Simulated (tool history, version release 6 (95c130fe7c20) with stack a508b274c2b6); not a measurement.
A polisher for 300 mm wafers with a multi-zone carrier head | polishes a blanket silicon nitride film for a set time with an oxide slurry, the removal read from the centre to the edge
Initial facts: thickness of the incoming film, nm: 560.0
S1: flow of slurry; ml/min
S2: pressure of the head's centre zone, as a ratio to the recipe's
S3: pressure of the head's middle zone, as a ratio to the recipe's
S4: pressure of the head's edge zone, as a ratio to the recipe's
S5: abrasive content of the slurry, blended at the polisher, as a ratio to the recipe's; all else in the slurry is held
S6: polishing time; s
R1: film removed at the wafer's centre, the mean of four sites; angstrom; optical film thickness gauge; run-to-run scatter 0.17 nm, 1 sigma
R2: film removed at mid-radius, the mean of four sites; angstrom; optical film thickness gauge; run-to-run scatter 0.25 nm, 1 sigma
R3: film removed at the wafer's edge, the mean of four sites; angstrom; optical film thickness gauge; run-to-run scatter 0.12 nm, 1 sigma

| run | hour | S1 | S2 | S3 | S4 | S5 | S6 | R1 | R2 | R3 |
|---|---|---|---|---|---|---|---|---|---|---|
| 1 | 0 | 160 | 1 | 1 | 1 | 1 | 35 | 229.04 | 231.41 | 238.59 |
| 2 | 4.7 | 155 | 0.99 | 0.99 | 0.97 | 0.95 | 35 | 224.65 | 232.41 | 231.57 |
| 3 | 9.6 | 150 | 0.98 | 0.97 | 0.96 | 0.85 | 35 | 208.49 | 216.25 | 218.45 |
| 4 | 15.6 | 150 | 0.98 | 0.97 | 0.96 | 0.85 | 28 | 163.86 | 173.84 | 175.63 |
| 5 | 21.4 | 150 | 0.98 | 0.97 | 1.04 | 0.85 | 28 | 165.59 | 170.49 | 179.12 |
| 6 | 24.1 | 150 | 0.98 | 0.93 | 1.04 | 0.85 | 28 | 167.56 | 163.67 | 180.41 |
| 7 | 29.2 | 160 | 0.98 | 0.95 | 1.04 | 0.85 | 28 | 167.04 | 172.8 | 181.55 |
| 8 | 34.6 | 165 | 0.99 | 0.95 | 1.04 | 0.85 | 28 | 169.33 | 166.14 | 183.76 |

For run 9, what comes out?
| 9 | 43.6 | 165 | 0.99 | 0.97 | 1.03 | 0.85 | 28 | ? | ? | ? |

{"run 9": {"R1": 169.41, "R2": 171.41, "R3": 180.34}}
